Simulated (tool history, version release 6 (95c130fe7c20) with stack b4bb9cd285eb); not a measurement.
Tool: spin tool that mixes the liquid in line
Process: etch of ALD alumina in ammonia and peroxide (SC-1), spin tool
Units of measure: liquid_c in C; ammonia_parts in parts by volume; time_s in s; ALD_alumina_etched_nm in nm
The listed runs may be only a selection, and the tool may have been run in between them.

{"run": 1, "hour": 0.0, "liquid_c": 62.0, "ammonia_parts": 0.7, "time_s": 305, "ALD_alumina_etched_nm": 35.657}
{"run": 2, "hour": 0.9, "liquid_c": 58.0, "ammonia_parts": 0.7, "time_s": 305, "ALD_alumina_etched_nm": 29.047}
{"run": 3, "hour": 8.7, "liquid_c": 64.5, "ammonia_parts": 0.7, "time_s": 305, "ALD_alumina_etched_nm": 41.126}
{"run": 4, "hour": 16.1, "liquid_c": 64.5, "ammonia_parts": 0.7, "time_s": 305, "ALD_alumina_etched_nm": 39.692}
{"run": 5, "hour": 18.0, "liquid_c": 64.5, "ammonia_parts": 0.45, "time_s": 305, "ALD_alumina_etched_nm": 39.182}
{"run": 6, "hour": 26.7, "liquid_c": 64.5, "ammonia_parts": 0.55, "time_s": 305, "ALD_alumina_etched_nm": 39.57}

Expected results for the next run?
{"run": 7, "hour": 31.1, "liquid_c": 59.5, "ammonia_parts": 0.55, "time_s": 305, "ALD_alumina_etched_nm": "?"}

{"run 7": {"ALD_alumina_etched_nm": 30.935}}
